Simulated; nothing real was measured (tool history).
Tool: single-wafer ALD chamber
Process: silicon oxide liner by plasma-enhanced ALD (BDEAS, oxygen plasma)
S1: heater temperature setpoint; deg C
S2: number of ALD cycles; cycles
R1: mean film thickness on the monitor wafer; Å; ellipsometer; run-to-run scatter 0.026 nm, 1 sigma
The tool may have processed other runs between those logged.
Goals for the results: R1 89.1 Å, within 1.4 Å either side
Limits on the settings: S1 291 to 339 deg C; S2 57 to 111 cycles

{"run": 1, "hour": 0.0, "S1": 315, "S2": 84, "R1": 76.434}
{"run": 2, "hour": 3.8, "S1": 315, "S2": 85, "R1": 77.814}
{"run": 3, "hour": 7.1, "S1": 326, "S2": 85, "R1": 76.852}
{"run": 4, "hour": 10.3, "S1": 326, "S2": 86, "R1": 77.675}
{"run": 5, "hour": 15.5, "S1": 317, "S2": 86, "R1": 77.962}
{"run": 6, "hour": 19.1, "S1": 317, "S2": 82, "R1": 74.974}
{"run": 7, "hour": 26.9, "S1": 317, "S2": 84, "R1": 76.763}
{"run": 8, "hour": 29.0, "S1": 317, "S2": 85, "R1": 77.191}
{"run": 9, "hour": 34.7, "S1": 317, "S2": 85, "R1": 77.141}

Next run, 5 choices. One meets every target within its allowed miss, the rest don't. Which?
{"run": "A", "hour": 40.4, "S1": 309, "S2": 94, "R1": "?"}
{"run": "B", "hour": 40.4, "S1": 327, "S2": 72, "R1": "?"}
{"run": "C", "hour": 40.4, "S1": 315, "S2": 87, "R1": "?"}
{"run": "D", "hour": 40.4, "S1": 320, "S2": 106, "R1": "?"}
{"run": "E", "hour": 40.4, "S1": 314, "S2": 98, "R1": "?"}

move=A R1=85.993
move=B R1=64.389
move=C R1=78.994
move=D R1=95.641
move=E R1=89.094
A: moves toward the targets from the last run without getting all of them in spec
B: moves away from the targets compared with the last run
C: moves toward the targets from the last run without getting all of them in spec
D: the result that was furthest off in the last run now lies on the other side of its target
E: meets every target
E is the move that brings every result within its allowed miss.
